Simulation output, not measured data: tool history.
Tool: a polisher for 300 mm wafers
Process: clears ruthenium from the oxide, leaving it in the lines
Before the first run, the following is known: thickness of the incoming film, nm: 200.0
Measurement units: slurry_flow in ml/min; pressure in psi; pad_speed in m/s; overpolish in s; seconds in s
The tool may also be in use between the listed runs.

| run | hour | slurry_flow | pressure | pad_speed | overpolish | seconds |
|---|---|---|---|---|---|---|
| 1 | 0 | 320 | 2.2 | 1.26 | 6 | 137.51 |
| 2 | 2.9 | 320 | 2 | 1.24 | 6 | 153.63 |
| 3 | 11.2 | 320 | 1.8 | 1.24 | 6 | 169.94 |
| 4 | 14.1 | 320 | 2.2 | 1.24 | 6 | 142.2 |
| 5 | 21.7 | 320 | 2 | 1.22 | 6 | 153.33 |
| 6 | 26.2 | 320 | 2 | 1.22 | 6 | 156.66 |
| 7 | 27.5 | 320 | 1.8 | 1.22 | 6 | 174.14 |
| 8 | 36 | 320 | 1.7 | 1.22 | 6 | 179.33 |
| 9 | 37.9 | 320 | 1.6 | 1.22 | 6 | 198.05 |
| 10 | 41.2 | 320 | 1.5 | 1.22 | 6 | 202.53 |
| 11 | 46 | 320 | 1 | 1.18 | 6 | 309.38 |

Run 12, settings as shown, results not yet in. Your forecast:
| 12 | 49.5 | 320 | 1 | 1.18 | 6 | ? |

{"run 12": {"seconds": 318.45}}
